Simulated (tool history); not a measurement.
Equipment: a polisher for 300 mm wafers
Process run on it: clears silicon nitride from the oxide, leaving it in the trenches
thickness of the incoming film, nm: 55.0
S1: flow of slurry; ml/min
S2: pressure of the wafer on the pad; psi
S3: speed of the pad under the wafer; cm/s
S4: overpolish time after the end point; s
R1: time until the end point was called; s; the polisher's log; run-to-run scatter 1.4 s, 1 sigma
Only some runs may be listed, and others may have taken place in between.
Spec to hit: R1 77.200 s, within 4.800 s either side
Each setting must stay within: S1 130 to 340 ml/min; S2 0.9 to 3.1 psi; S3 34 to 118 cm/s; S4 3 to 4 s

| run | hour | S1 | S2 | S3 | S4 | R1 |
|---|---|---|---|---|---|---|
| 1 | 0.0 | 220 | 2.0 | 76 | 4 | 104.120 |
| 2 | 7.2 | 220 | 1.7 | 76 | 4 | 125.770 |
| 3 | 16.1 | 220 | 2.1 | 76 | 4 | 98.683 |
| 4 | 20.3 | 220 | 2.2 | 76 | 4 | 94.447 |
| 5 | 24.7 | 220 | 2.3 | 76 | 4 | 87.573 |
| 6 | 30.0 | 170 | 2.3 | 76 | 4 | 92.757 |
| 7 | 33.3 | 170 | 2.4 | 76 | 4 | 87.594 |
| 8 | 34.6 | 175 | 2.5 | 76 | 4 | 88.138 |
| 9 | 35.5 | 175 | 2.6 | 76 | 4 | 82.155 |

Pick the move, out of 5, that brings all results within their allowed miss; only one does.
| A | 36.4 | 185 | 2.4 | 76 | 4 | ? |
| B | 36.4 | 150 | 2.7 | 82 | 4 | ? |
| C | 36.4 | 175 | 2.0 | 86 | 3 | ? |
| D | 36.4 | 150 | 2.5 | 76 | 4 | ? |
| E | 36.4 | 155 | 2.8 | 70 | 3 | ? |

| move | R1 |
|---|---|
| A | 88.434 |
| B | 75.026 |
| C | 94.221 |
| D | 87.078 |
| E | 84.078 |
A: misses by more than the last run did
B: all results land within tolerance of their targets
C: misses by more than the last run did
D: misses by more than the last run did
E: misses by more than the last run did
So the answer is move B, the one that meets all the targets.
